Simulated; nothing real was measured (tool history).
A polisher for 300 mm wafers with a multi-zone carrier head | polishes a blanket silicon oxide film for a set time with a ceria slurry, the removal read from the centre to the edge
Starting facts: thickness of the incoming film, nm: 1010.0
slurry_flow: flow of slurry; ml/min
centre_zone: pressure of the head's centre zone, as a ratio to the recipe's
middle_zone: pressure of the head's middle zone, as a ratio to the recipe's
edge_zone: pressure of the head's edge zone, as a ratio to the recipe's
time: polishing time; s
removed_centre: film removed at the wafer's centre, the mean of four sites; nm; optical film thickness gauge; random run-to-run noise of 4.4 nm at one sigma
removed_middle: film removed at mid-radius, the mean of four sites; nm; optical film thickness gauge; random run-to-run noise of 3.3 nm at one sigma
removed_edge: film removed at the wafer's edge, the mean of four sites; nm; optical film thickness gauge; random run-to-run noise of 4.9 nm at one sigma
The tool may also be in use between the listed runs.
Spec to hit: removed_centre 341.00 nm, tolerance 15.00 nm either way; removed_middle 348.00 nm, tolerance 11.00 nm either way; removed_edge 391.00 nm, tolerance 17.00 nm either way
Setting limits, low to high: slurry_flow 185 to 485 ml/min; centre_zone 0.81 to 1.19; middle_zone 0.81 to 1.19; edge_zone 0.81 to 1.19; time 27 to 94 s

run  hour  slurry_flow  centre_zone  middle_zone  edge_zone  time  removed_centre  removed_middle  removed_edge
  1   0.0          310         1.00         1.00       1.00    60          277.09          286.64        279.79
  2   4.7          310         1.00         1.00       1.00    65          302.02          310.32        310.53
  3   6.4          310         1.00         1.00       1.03    67          311.96          316.03        323.25
  4  12.4          310         1.00         1.00       1.03    57          261.34          273.13        269.62
  5  14.8          310         1.00         1.08       1.03    57          271.46          288.07        266.48
  6  22.0          310         1.03         1.08       1.03    57          270.47          293.31        271.37
  7  25.9          295         1.03         1.07       1.06    61          291.27          303.91        294.85
  8  34.9          285         1.01         1.06       1.08    64          294.20          316.04        303.94

Exercise: of the 4 proposed moves below, exactly one satisfies all targets within the stated allowed misses. Which move is it?
  A  43.9          275         0.99         0.93       1.17    83               ?               ?             ?
  B  43.9          485         0.98         0.91       1.19    82               ?               ?             ?
  C  43.9          285         1.19         0.94       1.01    72               ?               ?             ?
  D  43.9          235         0.99         0.97       1.19    77               ?               ?             ?

move  removed_centre  removed_middle  removed_edge
   A          378.80          370.91        413.14
   B          388.35          376.24        425.47
   C          390.72          325.10        333.61
   D          345.58          349.50        382.06
A: the result that was furthest off in the last run now lies on the other side of its target
B: the result that was furthest off in the last run now lies on the other side of its target
C: gains on the last run, yet a result remains outside its allowed miss
D: every result lands within tolerance
Go with D: it meets all targets.

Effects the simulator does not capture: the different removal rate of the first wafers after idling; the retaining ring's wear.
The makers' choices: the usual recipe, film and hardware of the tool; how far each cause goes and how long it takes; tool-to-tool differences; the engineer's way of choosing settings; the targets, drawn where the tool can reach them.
